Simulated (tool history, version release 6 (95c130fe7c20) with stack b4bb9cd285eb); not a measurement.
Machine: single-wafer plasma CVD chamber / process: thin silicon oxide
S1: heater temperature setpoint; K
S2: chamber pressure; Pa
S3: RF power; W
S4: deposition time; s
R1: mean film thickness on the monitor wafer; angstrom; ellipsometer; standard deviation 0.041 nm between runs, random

{"run": 1, "hour": 0.0, "S1": 663.15, "S2": 84.9, "S3": 315, "S4": 6.73, "R1": 90.711}
{"run": 2, "hour": 3.4, "S1": 663.15, "S2": 86.7, "S3": 315, "S4": 6.73, "R1": 92.387}
{"run": 3, "hour": 4.5, "S1": 663.15, "S2": 88.1, "S3": 315, "S4": 6.73, "R1": 94.588}
{"run": 4, "hour": 11.3, "S1": 663.15, "S2": 89.2, "S3": 315, "S4": 6.73, "R1": 95.949}
{"run": 5, "hour": 19.9, "S1": 659.15, "S2": 89.2, "S3": 315, "S4": 6.73, "R1": 95.723}
{"run": 6, "hour": 26.8, "S1": 667.15, "S2": 89.2, "S3": 315, "S4": 6.73, "R1": 95.084}
{"run": 7, "hour": 33.3, "S1": 667.15, "S2": 90.3, "S3": 315, "S4": 6.73, "R1": 97.29}
{"run": 8, "hour": 33.9, "S1": 667.15, "S2": 90.9, "S3": 315, "S4": 6.73, "R1": 97.785}
{"run": 9, "hour": 35.9, "S1": 667.15, "S2": 91.6, "S3": 315, "S4": 6.73, "R1": 97.928}

Predict the results of run 10:
{"run": 10, "hour": 43.7, "S1": 667.15, "S2": 92.3, "S3": 315, "S4": 6.73, "R1": "?"}

{"run 10": {"R1": 98.759}}
